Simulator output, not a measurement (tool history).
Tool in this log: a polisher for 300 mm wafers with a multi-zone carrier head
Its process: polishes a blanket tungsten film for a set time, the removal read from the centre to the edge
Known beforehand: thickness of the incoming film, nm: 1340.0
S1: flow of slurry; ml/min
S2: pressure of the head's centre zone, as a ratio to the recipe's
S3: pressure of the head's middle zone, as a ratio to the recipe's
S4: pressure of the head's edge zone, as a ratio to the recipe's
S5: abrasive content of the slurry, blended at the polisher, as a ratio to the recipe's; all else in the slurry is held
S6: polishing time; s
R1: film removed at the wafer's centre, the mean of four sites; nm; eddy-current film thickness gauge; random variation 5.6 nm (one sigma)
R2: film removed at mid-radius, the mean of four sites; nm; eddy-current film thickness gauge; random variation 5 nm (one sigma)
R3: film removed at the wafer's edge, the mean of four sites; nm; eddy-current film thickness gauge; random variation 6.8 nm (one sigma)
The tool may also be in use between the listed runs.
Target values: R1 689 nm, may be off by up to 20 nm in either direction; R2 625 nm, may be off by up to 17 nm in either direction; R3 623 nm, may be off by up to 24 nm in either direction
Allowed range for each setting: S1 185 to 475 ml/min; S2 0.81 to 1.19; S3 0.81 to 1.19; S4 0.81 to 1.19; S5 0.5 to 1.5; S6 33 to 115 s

run,day,S1,S2,S3,S4,S5,S6,R1,R2,R3
1,0,305,1,1,1,1,73,463.88,472.03,457.89
2,0.183,305,1,1,1,1,54,345.11,342.17,341.67
3,0.492,305,1,1.06,1,1,54,341.7,357.88,336.65
4,0.575,305,1,1.06,1,1.2,54,361.19,376.95,361.88
5,0.708,310,1.02,1.07,1.02,1.25,57,396.09,412.1,387.79
6,0.858,310,1.02,1.03,1.02,1.25,57,396.39,397.45,378.31
7,0.958,300,1.03,1.02,1.04,1.3,61,429.39,418.92,420.61
8,1.096,300,1.05,1.03,1.05,1.35,63,461.38,444.01,448.52
9,1.342,305,1.07,1.04,1.06,1.35,65,483.67,463.55,455.15
10,1.638,305,1.07,1.04,1.06,1.35,65,481.41,466.31,461.08
11,1.929,310,1.09,1.04,1.07,1.35,67,500.65,473.88,469.13
12,2.238,310,1.1,1.04,1.08,1.35,69,536.35,493.83,490.58
13,2.354,305,1.11,1.05,1.09,1.35,70,542.39,510.15,505.25
14,2.433,305,1.12,1.05,1.1,1.35,71,552.23,511.36,500.82
15,2.471,305,1.12,1.05,1.11,1.35,72,562.03,525.31,515.07

Of the 4 settings listed for the next run, only one would bring every result within its allowed miss of target. Which one?
A,2.508,330,1.16,1.13,1.15,1.5,83,?,?,?
B,2.508,355,1.12,1.02,1.06,1.15,92,?,?,?
C,2.508,330,1.08,0.97,1.19,1.5,89,?,?,?
D,2.508,270,1.12,1.08,1.17,1.5,83,?,?,?

move,R1,R2,R3
A,687.89,664.98,622.77
B,683.51,629.06,615.52
C,685.66,628.68,681.21
D,654.44,632.3,622.69
A: meets the target for the result that was furthest off, but another lies outside its allowed miss
B: all results in spec
C: meets the target for the result that was furthest off, but another lies outside its allowed miss
D: an improvement on the last run, though not all results are within tolerance
Move B is the one to make.
